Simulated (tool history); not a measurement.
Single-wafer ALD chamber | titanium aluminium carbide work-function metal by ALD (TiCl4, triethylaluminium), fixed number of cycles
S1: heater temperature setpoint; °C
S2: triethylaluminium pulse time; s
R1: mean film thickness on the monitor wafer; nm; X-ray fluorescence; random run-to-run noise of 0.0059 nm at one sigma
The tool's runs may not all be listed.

run 1 day=0 | S1=320 S2=8.27 | R1=2.1811
run 2 day=0.204 | S1=320 S2=10.55 | R1=2.2647
run 3 day=0.558 | S1=320 S2=9.3 | R1=2.2371
run 4 day=0.746 | S1=320 S2=11.28 | R1=2.3033
run 5 day=0.804 | S1=314 S2=9.2 | R1=2.1846
run 6 day=1.05 | S1=309 S2=7.64 | R1=2.0475
run 7 day=1.188 | S1=306 S2=6.47 | R1=1.9023
run 8 day=1.238 | S1=303 S2=5.66 | R1=1.7707

Run 9, settings as shown, results not yet in. Your forecast:
run 9 day=1.429 | S1=303 S2=5.66 | R1=?

{"run 9": {"R1": 1.7669}}
